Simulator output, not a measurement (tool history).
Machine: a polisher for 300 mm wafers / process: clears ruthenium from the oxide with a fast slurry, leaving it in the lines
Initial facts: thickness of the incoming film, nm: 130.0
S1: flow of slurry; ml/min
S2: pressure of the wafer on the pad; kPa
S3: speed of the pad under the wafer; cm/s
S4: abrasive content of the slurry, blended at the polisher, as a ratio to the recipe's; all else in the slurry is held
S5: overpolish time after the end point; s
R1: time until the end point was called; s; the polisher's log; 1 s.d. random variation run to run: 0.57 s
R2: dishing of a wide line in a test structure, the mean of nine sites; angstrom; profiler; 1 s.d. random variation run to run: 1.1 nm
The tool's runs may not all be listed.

run 1 day=0.000 | S1=200 S2=17.2 S3=94 S4=1.0 S5=26 | R1=36.375 R2=555.21
run 2 day=0.075 | S1=200 S2=17.2 S3=94 S4=0.9 S5=26 | R1=38.358 R2=553.65
run 3 day=0.321 | S1=200 S2=16.5 S3=94 S4=0.9 S5=28 | R1=39.762 R2=560.03
run 4 day=0.404 | S1=200 S2=13.8 S3=94 S4=0.9 S5=28 | R1=46.853 R2=495.26
run 5 day=0.542 | S1=200 S2=13.8 S3=94 S4=0.9 S5=30 | R1=48.589 R2=523.38
run 6 day=0.917 | S1=200 S2=13.8 S3=94 S4=0.9 S5=31 | R1=47.080 R2=543.28
run 7 day=1.054 | S1=200 S2=13.8 S3=94 S4=0.9 S5=32 | R1=47.047 R2=548.94

Forecast run 8:
run 8 day=1.088 | S1=200 S2=13.8 S3=94 S4=0.9 S5=33 | R1=? R2=?

{"run 8": {"R1": 47.7, "R2": 554.53}}
